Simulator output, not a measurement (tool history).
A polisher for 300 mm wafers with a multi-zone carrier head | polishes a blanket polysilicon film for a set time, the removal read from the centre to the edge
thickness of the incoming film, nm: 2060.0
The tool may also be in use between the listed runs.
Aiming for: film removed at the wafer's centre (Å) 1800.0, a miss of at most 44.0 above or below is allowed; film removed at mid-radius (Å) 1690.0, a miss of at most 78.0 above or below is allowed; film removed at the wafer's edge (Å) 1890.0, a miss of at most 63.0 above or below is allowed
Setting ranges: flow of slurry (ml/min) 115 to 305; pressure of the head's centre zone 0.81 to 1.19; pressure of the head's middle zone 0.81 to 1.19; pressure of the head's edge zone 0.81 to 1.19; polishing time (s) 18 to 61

run	hour	flow of slurry (ml/min)	pressure of the head's centre zone	pressure of the head's middle zone	pressure of the head's edge zone	polishing time (s)	film removed at the wafer's centre (Å)	film removed at mid-radius (Å)	film removed at the wafer's edge (Å)
1	0.0	195	1.00	1.00	1.00	39	2444.0	2493.9	2439.1
2	8.0	195	1.00	1.00	1.00	45	2816.0	2850.8	2798.6
3	12.6	180	0.98	0.94	0.98	41	2522.1	2494.6	2507.4
4	20.2	180	0.98	0.94	0.98	51	3093.0	3104.1	3155.0
5	25.0	180	0.98	0.94	0.98	58	3511.3	3560.2	3538.8
6	31.3	180	0.98	0.94	0.94	58	3478.8	3526.7	3434.7
7	38.0	170	0.96	0.90	0.94	49	2876.0	2795.0	2928.4
8	44.0	165	0.94	0.88	0.91	43	2477.6	2414.0	2485.2
9	48.6	130	0.91	0.81	0.98	32	1667.7	1645.8	1865.2
10	50.4	145	0.92	0.81	0.98	32	1728.9	1651.1	1852.3
11	55.5	150	0.92	0.81	0.98	32	1735.2	1645.6	1902.3

Of the 5 settings listed for the next run, only one would bring every result within its allowed miss of target. Which one?
A	60.6	155	0.87	0.86	1.00	33	?	?	?
B	60.6	210	0.87	0.81	1.06	30	?	?	?
C	60.6	145	0.93	0.81	0.93	33	?	?	?
D	60.6	155	0.90	0.81	0.96	32	?	?	?
E	60.6	115	0.82	0.89	0.98	37	?	?	?

move	film removed at the wafer's centre (Å)	film removed at mid-radius (Å)	film removed at the wafer's edge (Å)
A	1721.6	1838.0	1971.0
B	1662.9	1691.6	1919.2
C	1810.2	1736.6	1885.3
D	1726.9	1709.3	1875.3
E	1666.1	1955.9	2073.1
A: the biggest miss grows against the last run
B: the biggest miss grows against the last run
C: all results in spec
D: the biggest miss grows against the last run
E: the biggest miss grows against the last run
Correct choice: C, which meets every target

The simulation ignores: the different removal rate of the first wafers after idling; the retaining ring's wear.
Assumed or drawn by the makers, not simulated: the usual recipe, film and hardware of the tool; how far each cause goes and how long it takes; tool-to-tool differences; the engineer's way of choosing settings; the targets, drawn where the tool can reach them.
